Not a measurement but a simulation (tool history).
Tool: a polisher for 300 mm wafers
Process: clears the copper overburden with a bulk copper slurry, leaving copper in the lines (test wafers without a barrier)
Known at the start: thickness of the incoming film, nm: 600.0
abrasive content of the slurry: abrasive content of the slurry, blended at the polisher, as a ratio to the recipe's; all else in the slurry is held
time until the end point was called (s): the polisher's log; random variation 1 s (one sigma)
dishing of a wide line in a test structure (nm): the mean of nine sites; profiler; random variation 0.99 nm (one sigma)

run  hour  flow of slurry (ml/min)  pressure of the wafer on the pad (kPa)  speed of the pad under the wafer (cm/s)  abrasive content of the slurry  overpolish time after the end point (s)  time until the end point was called (s)  dishing of a wide line in a test structure (nm)
  1     0                      235                                    15.2                                      138                               1                                       28                                   60.471                                           93.867
  2   5.1                      235                                    15.2                                      138                               1                                       21                                   61.546                                           81.292
  3     7                      235                                    15.2                                      138                             0.9                                       21                                   62.534                                           83.644
  4   7.9                      235                                    19.3                                      138                             0.9                                       21                                   49.474                                           100.04
  5   9.3                      235                                    16.5                                      142                            0.95                                       17                                    55.75                                           82.726
  6  17.7                      235                                    16.5                                      142                            0.95                                       23                                   55.984                                           92.094

Forecast run 7:
  7  19.8                      240                                    14.5                                      144                               1                                       18                                        ?                                                ?

{"run 7": {"time until the end point was called (s)": 61.639, "dishing of a wide line in a test structure (nm)": 76.188}}

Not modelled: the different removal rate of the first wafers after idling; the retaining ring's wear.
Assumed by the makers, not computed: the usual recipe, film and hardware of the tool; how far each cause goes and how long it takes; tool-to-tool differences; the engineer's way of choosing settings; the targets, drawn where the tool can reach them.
